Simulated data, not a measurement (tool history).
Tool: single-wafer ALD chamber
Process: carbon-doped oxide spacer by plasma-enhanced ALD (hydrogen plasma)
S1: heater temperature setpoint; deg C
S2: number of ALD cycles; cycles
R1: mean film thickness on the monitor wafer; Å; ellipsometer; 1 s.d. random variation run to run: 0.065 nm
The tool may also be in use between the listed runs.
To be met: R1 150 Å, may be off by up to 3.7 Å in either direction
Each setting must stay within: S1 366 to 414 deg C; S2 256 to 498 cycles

| run | hour | S1 | S2 | R1 |
|---|---|---|---|---|
| 1 | 0 | 390 | 377 | 192.16 |
| 2 | 4.6 | 395 | 377 | 192.11 |
| 3 | 9.4 | 395 | 351 | 179.42 |
| 4 | 15 | 395 | 392 | 201.89 |
| 5 | 16.5 | 395 | 364 | 185.13 |
| 6 | 18.9 | 389 | 364 | 185.7 |
| 7 | 23.7 | 389 | 343 | 175.42 |
| 8 | 26.7 | 389 | 327 | 166.76 |
| 9 | 33.6 | 389 | 283 | 143.81 |
| 10 | 38.3 | 389 | 287 | 146.04 |

Consider the 4 candidate settings below. Which is the only one whose results all fall within their allowed miss of target?
| A | 43 | 390 | 263 | ? |
| B | 43 | 378 | 311 | ? |
| C | 43 | 387 | 276 | ? |
| D | 43 | 387 | 294 | ? |

| move | R1 |
|---|---|
| A | 133.08 |
| B | 157.37 |
| C | 139.66 |
| D | 148.77 |
A: its largest miss is bigger than the last run's
B: takes the biggest miss from the last run beyond its target
C: its largest miss is bigger than the last run's
D: all results land within tolerance of their targets
D meets every target.
